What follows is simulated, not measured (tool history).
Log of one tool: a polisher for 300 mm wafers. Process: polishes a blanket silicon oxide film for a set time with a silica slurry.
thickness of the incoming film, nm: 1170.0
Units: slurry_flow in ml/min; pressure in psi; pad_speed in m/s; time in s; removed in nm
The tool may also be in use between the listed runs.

run	day	slurry_flow	pressure	pad_speed	slurry_solids	time	removed
1	0.000	300	5.3	1.26	1.0	103	466.40
2	0.050	300	5.3	1.26	1.0	108	495.62
3	0.112	300	4.5	1.26	1.0	108	435.09
4	0.396	300	5.5	1.26	1.0	108	508.93
5	0.729	300	5.5	1.26	1.2	108	536.69
6	1.050	300	5.5	1.26	1.0	108	508.57
7	1.083	300	5.9	1.28	1.0	108	538.67
8	1.242	300	6.3	1.30	1.0	108	573.05
9	1.292	300	6.6	1.32	1.0	108	586.91
10	1.383	300	6.9	1.34	1.0	108	632.19

Forecast run 11:
11	1.733	300	7.1	1.34	1.0	108	?

Run 11 gave removed 653.50 nm.
